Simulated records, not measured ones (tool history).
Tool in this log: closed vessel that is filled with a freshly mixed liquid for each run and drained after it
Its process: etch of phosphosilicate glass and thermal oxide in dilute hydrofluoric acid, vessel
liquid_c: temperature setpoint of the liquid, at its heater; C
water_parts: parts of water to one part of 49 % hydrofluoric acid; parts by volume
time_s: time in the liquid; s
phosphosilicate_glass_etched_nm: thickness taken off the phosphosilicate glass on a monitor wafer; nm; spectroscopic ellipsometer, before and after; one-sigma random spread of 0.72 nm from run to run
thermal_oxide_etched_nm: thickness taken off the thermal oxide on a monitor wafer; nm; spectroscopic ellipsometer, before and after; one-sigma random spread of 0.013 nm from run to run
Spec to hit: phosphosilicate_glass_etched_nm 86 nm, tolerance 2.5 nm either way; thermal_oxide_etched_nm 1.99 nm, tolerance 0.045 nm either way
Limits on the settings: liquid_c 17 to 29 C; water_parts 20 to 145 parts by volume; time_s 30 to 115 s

run  hour  liquid_c  water_parts  time_s  phosphosilicate_glass_etched_nm  thermal_oxide_etched_nm
  1     0        21           80      60                           127.39                   3.0081
  2   2.6        20           85      60                           118.61                   2.6936
  3   7.1      20.5           90      60                           110.51                   2.5824
  4  11.7        20           95      60                           103.16                   2.3866
  5  20.5      19.5          100      60                           94.448                   2.1995
  6  21.3        19          100      60                           92.266                   2.1714
  7    29      18.5          100      60                           90.839                   2.1143
  8  30.8        18          100      60                           89.905                   2.0536

Which one of the following 4 next-run settings gets every result inside its allowed miss? There is exactly one.
  A  32.6        18          105      65                                ?                        ?
  B  32.6        22          120      60                                ?                        ?
  C  32.6      21.5          105      55                                ?                        ?
  D  32.6      19.5          110      65                                ?                        ?

move  phosphosilicate_glass_etched_nm  thermal_oxide_etched_nm
   A                           91.185                   2.1406
   B                           85.523                   2.0077
   C                           89.254                   2.0953
   D                           92.213                   2.1647
A: further off than the last run
B: each result inside its tolerance
C: further off than the last run
D: further off than the last run
So the answer is move B, the one that meets all the targets.

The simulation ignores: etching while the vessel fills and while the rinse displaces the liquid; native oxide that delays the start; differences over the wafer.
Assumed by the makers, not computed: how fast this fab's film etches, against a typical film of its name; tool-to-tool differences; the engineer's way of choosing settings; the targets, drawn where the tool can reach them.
